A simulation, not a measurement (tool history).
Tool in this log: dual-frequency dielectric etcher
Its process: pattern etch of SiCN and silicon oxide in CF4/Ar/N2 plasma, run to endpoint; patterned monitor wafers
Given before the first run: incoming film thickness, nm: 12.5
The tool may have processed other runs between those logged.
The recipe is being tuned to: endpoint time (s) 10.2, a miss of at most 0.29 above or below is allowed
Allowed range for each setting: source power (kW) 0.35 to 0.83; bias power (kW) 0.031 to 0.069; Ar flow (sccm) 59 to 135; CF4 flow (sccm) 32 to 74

{"run": 1, "hour": 0.0, "source power (kW)": 0.59, "bias power (kW)": 0.05, "Ar flow (sccm)": 97, "CF4 flow (sccm)": 53, "endpoint time (s)": 13.15}
{"run": 2, "hour": 4.7, "source power (kW)": 0.64, "bias power (kW)": 0.051, "Ar flow (sccm)": 97, "CF4 flow (sccm)": 53, "endpoint time (s)": 12.127}
{"run": 3, "hour": 10.6, "source power (kW)": 0.64, "bias power (kW)": 0.051, "Ar flow (sccm)": 97, "CF4 flow (sccm)": 49, "endpoint time (s)": 12.221}
{"run": 4, "hour": 16.5, "source power (kW)": 0.69, "bias power (kW)": 0.051, "Ar flow (sccm)": 97, "CF4 flow (sccm)": 49, "endpoint time (s)": 11.473}
{"run": 5, "hour": 20.7, "source power (kW)": 0.69, "bias power (kW)": 0.051, "Ar flow (sccm)": 114, "CF4 flow (sccm)": 49, "endpoint time (s)": 11.859}
{"run": 6, "hour": 23.8, "source power (kW)": 0.75, "bias power (kW)": 0.051, "Ar flow (sccm)": 114, "CF4 flow (sccm)": 49, "endpoint time (s)": 10.931}
{"run": 7, "hour": 26.7, "source power (kW)": 0.76, "bias power (kW)": 0.051, "Ar flow (sccm)": 114, "CF4 flow (sccm)": 49, "endpoint time (s)": 10.832}
{"run": 8, "hour": 30.4, "source power (kW)": 0.77, "bias power (kW)": 0.051, "Ar flow (sccm)": 114, "CF4 flow (sccm)": 49, "endpoint time (s)": 10.652}
{"run": 9, "hour": 33.6, "source power (kW)": 0.78, "bias power (kW)": 0.051, "Ar flow (sccm)": 114, "CF4 flow (sccm)": 49, "endpoint time (s)": 10.509}

Consider the 4 candidate settings below. Which is the only one whose results all fall within their allowed miss of target?
{"run": "A", "hour": 36.8, "source power (kW)": 0.77, "bias power (kW)": 0.051, "Ar flow (sccm)": 120, "CF4 flow (sccm)": 52, "endpoint time (s)": "?"}
{"run": "B", "hour": 36.8, "source power (kW)": 0.74, "bias power (kW)": 0.056, "Ar flow (sccm)": 112, "CF4 flow (sccm)": 47, "endpoint time (s)": "?"}
{"run": "C", "hour": 36.8, "source power (kW)": 0.74, "bias power (kW)": 0.049, "Ar flow (sccm)": 108, "CF4 flow (sccm)": 59, "endpoint time (s)": "?"}
{"run": "D", "hour": 36.8, "source power (kW)": 0.82, "bias power (kW)": 0.048, "Ar flow (sccm)": 112, "CF4 flow (sccm)": 52, "endpoint time (s)": "?"}

move=A endpoint_time_(s)=10.62
move=B endpoint_time_(s)=10.659
move=C endpoint_time_(s)=10.742
move=D endpoint_time_(s)=10.134
A: further off than the last run
B: further off than the last run
C: further off than the last run
D: every result within its allowed miss
Correct choice: D, which meets every target
